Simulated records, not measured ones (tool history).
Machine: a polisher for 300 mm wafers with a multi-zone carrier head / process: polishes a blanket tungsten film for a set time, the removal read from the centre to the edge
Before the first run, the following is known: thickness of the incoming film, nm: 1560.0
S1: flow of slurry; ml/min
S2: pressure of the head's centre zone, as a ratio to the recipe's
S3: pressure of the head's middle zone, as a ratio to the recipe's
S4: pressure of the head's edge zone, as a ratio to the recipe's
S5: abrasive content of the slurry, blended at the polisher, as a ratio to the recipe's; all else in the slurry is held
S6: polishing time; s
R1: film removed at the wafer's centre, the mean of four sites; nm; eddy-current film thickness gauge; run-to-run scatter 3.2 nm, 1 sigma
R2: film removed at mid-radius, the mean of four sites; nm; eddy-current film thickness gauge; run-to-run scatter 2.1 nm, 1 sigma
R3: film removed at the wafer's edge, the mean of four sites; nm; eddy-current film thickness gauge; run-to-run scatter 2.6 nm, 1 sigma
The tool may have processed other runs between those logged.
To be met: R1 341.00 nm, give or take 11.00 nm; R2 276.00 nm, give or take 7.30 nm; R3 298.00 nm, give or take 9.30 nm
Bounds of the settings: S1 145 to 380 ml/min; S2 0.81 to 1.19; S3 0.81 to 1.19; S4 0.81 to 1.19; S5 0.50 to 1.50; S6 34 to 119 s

run 1 hour=0.0 | S1=245 S2=1.00 S3=1.00 S4=1.00 S5=1.00 S6=76 | R1=449.33 R2=435.35 R3=439.07
run 2 hour=7.0 | S1=240 S2=1.01 S3=0.97 S4=0.98 S5=0.90 S6=74 | R1=431.63 R2=404.80 R3=415.02
run 3 hour=14.8 | S1=240 S2=1.07 S3=0.97 S4=0.98 S5=0.90 S6=74 | R1=461.75 R2=403.15 R3=412.89
run 4 hour=18.8 | S1=240 S2=1.12 S3=0.97 S4=0.98 S5=0.90 S6=74 | R1=482.74 R2=410.02 R3=413.53
run 5 hour=24.6 | S1=235 S2=1.11 S3=0.95 S4=0.96 S5=0.85 S6=72 | R1=460.27 R2=379.51 R3=393.31
run 6 hour=29.9 | S1=235 S2=1.10 S3=0.94 S4=0.94 S5=0.80 S6=70 | R1=436.26 R2=359.93 R3=374.24
run 7 hour=37.4 | S1=235 S2=1.09 S3=0.93 S4=0.92 S5=0.75 S6=69 | R1=417.19 R2=355.31 R3=364.98
run 8 hour=44.5 | S1=230 S2=1.09 S3=0.91 S4=0.91 S5=0.70 S6=68 | R1=401.63 R2=332.81 R3=350.66
run 9 hour=52.8 | S1=225 S2=1.09 S3=0.90 S4=0.90 S5=0.65 S6=67 | R1=393.69 R2=319.98 R3=345.14

Which one of the following 5 next-run settings gets every result inside its allowed miss? There is exactly one.
run A hour=61.1 | S1=195 S2=0.81 S3=0.89 S4=0.98 S5=0.50 S6=79 | R1=? R2=? R3=?
run B hour=61.1 | S1=235 S2=1.11 S3=0.92 S4=0.97 S5=1.00 S6=52 | R1=? R2=? R3=?
run C hour=61.1 | S1=180 S2=1.02 S3=1.14 S4=0.81 S5=0.95 S6=63 | R1=? R2=? R3=?
run D hour=61.1 | S1=265 S2=0.95 S3=1.13 S4=0.81 S5=0.70 S6=57 | R1=? R2=? R3=?
run E hour=61.1 | S1=240 S2=1.04 S3=1.19 S4=0.81 S5=0.85 S6=55 | R1=? R2=? R3=?

move=A R1=326.06 R2=354.82 R3=394.85
move=B R1=341.48 R2=276.63 R3=296.24
move=C R1=359.30 R2=381.62 R3=317.35
move=D R1=306.20 R2=344.62 R3=284.40
move=E R1=330.12 R2=354.79 R3=280.78
A: moves away from the targets compared with the last run
B: meets every target
C: moves away from the targets compared with the last run
D: moves away from the targets compared with the last run
E: moves away from the targets compared with the last run
B meets every target.
